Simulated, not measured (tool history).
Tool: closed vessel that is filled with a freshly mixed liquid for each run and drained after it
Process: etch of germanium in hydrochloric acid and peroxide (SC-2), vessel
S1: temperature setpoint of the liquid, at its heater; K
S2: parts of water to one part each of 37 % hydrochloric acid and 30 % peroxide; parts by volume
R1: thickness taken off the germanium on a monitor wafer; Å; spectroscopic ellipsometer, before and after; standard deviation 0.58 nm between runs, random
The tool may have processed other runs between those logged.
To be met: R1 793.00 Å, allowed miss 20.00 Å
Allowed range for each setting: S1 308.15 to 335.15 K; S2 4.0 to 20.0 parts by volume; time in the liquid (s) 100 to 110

Run 1, hour 0.0: S1 319.15 K, S2 11.0 parts by volume, time in the liquid (s) 100. Result: R1 1169.70 Å.
Run 2, hour 6.5: S1 319.15 K, S2 11.0 parts by volume, time in the liquid (s) 100. Result: R1 1174.40 Å.
Run 3, hour 15.4: S1 319.15 K, S2 7.5 parts by volume, time in the liquid (s) 100. Result: R1 1220.70 Å.
Run 4, hour 23.1: S1 319.15 K, S2 7.5 parts by volume, time in the liquid (s) 100. Result: R1 1206.00 Å.
Run 5, hour 29.0: S1 319.15 K, S2 6.0 parts by volume, time in the liquid (s) 100. Result: R1 1218.30 Å.
Run 6, hour 37.8: S1 324.65 K, S2 6.0 parts by volume, time in the liquid (s) 100. Result: R1 1467.50 Å.
Run 7, hour 46.5: S1 319.65 K, S2 8.5 parts by volume, time in the liquid (s) 100. Result: R1 1213.50 Å.
Run 8, hour 48.9: S1 316.15 K, S2 10.0 parts by volume, time in the liquid (s) 100. Result: R1 1060.40 Å.
Run 9, hour 51.4: S1 313.65 K, S2 10.5 parts by volume, time in the liquid (s) 100. Result: R1 987.69 Å.
Run 10, hour 52.8: S1 312.15 K, S2 12.0 parts by volume, time in the liquid (s) 100. Result: R1 922.88 Å.

Which of these 4 next moves meets every target?
Run A, hour 54.2: S1 309.65 K, S2 14.0 parts by volume, time in the liquid (s) 100. Result: R1 ?.
Run B, hour 54.2: S1 308.15 K, S2 13.0 parts by volume, time in the liquid (s) 100. Result: R1 ?.
Run C, hour 54.2: S1 312.65 K, S2 12.5 parts by volume, time in the liquid (s) 110. Result: R1 ?.
Run D, hour 54.2: S1 311.65 K, S2 13.5 parts by volume, time in the liquid (s) 110. Result: R1 ?.

move       R1
   A   834.39
   B   799.11
   C  1028.80
   D   986.28
A: gains on the last run, yet a result remains outside its allowed miss
B: each result inside its tolerance
C: further off than the last run
D: further off than the last run
B meets every target.

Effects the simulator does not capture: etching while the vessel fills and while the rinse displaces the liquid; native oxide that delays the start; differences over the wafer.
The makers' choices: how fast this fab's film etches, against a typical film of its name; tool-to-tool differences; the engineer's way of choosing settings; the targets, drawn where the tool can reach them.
